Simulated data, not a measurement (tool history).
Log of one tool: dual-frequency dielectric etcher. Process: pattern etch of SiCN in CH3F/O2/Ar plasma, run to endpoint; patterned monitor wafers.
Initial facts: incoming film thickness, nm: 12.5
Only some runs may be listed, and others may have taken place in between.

run,hour,source power (kW),bias power (kW),endpoint time (s)
1,0.0,0.510,0.054,36.254
2,7.0,0.510,0.047,38.825
3,14.6,0.530,0.048,37.870
4,21.1,0.530,0.042,39.911
5,29.4,0.550,0.043,38.529
6,30.5,0.480,0.043,41.303

Estimate the outcome of run 7 from the log above:
7,35.3,0.510,0.044,?

Run 7 yielded endpoint time (s) 39.816.

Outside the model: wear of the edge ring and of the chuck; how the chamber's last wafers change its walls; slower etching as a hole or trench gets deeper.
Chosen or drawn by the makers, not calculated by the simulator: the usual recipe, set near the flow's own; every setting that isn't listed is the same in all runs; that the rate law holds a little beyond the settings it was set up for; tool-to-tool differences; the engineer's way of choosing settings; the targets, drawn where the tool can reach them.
